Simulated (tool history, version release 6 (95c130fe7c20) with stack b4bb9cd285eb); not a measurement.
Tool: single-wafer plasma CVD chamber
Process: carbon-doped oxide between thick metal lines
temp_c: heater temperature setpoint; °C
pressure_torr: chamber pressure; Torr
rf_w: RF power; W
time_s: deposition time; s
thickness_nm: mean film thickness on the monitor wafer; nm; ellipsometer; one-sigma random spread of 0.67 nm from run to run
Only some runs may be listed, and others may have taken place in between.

run 1 day=0 | temp_c=330 pressure_torr=4.43 rf_w=655 time_s=52.6 | thickness_nm=315.41
run 2 day=0.142 | temp_c=330 pressure_torr=3.83 rf_w=655 time_s=52.6 | thickness_nm=309.54
run 3 day=0.183 | temp_c=335 pressure_torr=3.83 rf_w=655 time_s=52.6 | thickness_nm=304.65
run 4 day=0.529 | temp_c=338 pressure_torr=3.59 rf_w=610 time_s=52.3 | thickness_nm=287.08
run 5 day=0.604 | temp_c=340 pressure_torr=3.4 rf_w=580 time_s=52.1 | thickness_nm=273.02
run 6 day=0.954 | temp_c=342 pressure_torr=3.22 rf_w=565 time_s=52 | thickness_nm=266.28

The next listed run, before its measurement:
run 7 day=1.225 | temp_c=344 pressure_torr=3.08 rf_w=555 time_s=51.9 | thickness_nm=?

Run 7 came out at thickness_nm 259.15 nm.

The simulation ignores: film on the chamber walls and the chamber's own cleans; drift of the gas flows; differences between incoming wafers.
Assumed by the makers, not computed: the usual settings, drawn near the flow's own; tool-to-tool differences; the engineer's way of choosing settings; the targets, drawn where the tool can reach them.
